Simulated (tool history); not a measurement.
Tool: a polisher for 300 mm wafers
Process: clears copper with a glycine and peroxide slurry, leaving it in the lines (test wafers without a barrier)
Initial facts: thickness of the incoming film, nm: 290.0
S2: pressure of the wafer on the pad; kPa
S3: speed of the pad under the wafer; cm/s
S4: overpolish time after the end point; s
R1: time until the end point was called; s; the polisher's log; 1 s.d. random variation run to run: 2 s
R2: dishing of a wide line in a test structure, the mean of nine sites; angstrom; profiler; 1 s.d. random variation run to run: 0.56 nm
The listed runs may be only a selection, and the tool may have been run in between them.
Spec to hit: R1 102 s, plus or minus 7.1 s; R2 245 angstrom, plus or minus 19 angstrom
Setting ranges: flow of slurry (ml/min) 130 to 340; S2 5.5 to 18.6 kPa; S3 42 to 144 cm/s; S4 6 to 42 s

Run 1, hour 0: flow of slurry (ml/min) 220, S2 11.7 kPa, S3 92 cm/s, S4 21 s. Result: R1 73.049 s, R2 299.23 angstrom.
Run 2, hour 4: flow of slurry (ml/min) 190, S2 11.7 kPa, S3 92 cm/s, S4 21 s. Result: R1 74.689 s, R2 300.61 angstrom.
Run 3, hour 12.4: flow of slurry (ml/min) 190, S2 11 kPa, S3 90 cm/s, S4 20 s. Result: R1 76.801 s, R2 296.78 angstrom.
Run 4, hour 20.6: flow of slurry (ml/min) 190, S2 10.3 kPa, S3 90 cm/s, S4 20 s. Result: R1 80.332 s, R2 286.62 angstrom.
Run 5, hour 24.2: flow of slurry (ml/min) 220, S2 10.3 kPa, S3 90 cm/s, S4 20 s. Result: R1 81.185 s, R2 286.04 angstrom.
Run 6, hour 26.8: flow of slurry (ml/min) 220, S2 10.3 kPa, S3 90 cm/s, S4 24 s. Result: R1 76.996 s, R2 318.17 angstrom.
Run 7, hour 32.6: flow of slurry (ml/min) 215, S2 6.9 kPa, S3 84 cm/s, S4 14 s. Result: R1 107.7 s, R2 201.64 angstrom.
Run 8, hour 36.7: flow of slurry (ml/min) 215, S2 6.9 kPa, S3 84 cm/s, S4 15 s. Result: R1 108.53 s, R2 215.94 angstrom.
Run 9, hour 40.5: flow of slurry (ml/min) 215, S2 6.9 kPa, S3 84 cm/s, S4 16 s. Result: R1 110.94 s, R2 217.06 angstrom.

4 candidate next runs follow, results not yet known. Just one meets every target within its allowed miss. Identify it.
Run A, hour 44.3: flow of slurry (ml/min) 245, S2 6.2 kPa, S3 86 cm/s, S4 20 s. Result: R1 ?, R2 ?.
Run B, hour 44.3: flow of slurry (ml/min) 165, S2 8.3 kPa, S3 78 cm/s, S4 18 s. Result: R1 ?, R2 ?.
Run C, hour 44.3: flow of slurry (ml/min) 220, S2 7.6 kPa, S3 82 cm/s, S4 24 s. Result: R1 ?, R2 ?.
Run D, hour 44.3: flow of slurry (ml/min) 210, S2 8.3 kPa, S3 94 cm/s, S4 21 s. Result: R1 ?, R2 ?.

move      R1      R2
   A  114.17  248.63
   B  105.68  241.14
   C  105.34  287.45
   D  91.868   279.4
A: the worst result of the last run now meets its target, but another is out of spec
B: every result within its allowed miss
C: takes the result that was furthest off past its target
D: takes the result that was furthest off past its target
B meets every target.

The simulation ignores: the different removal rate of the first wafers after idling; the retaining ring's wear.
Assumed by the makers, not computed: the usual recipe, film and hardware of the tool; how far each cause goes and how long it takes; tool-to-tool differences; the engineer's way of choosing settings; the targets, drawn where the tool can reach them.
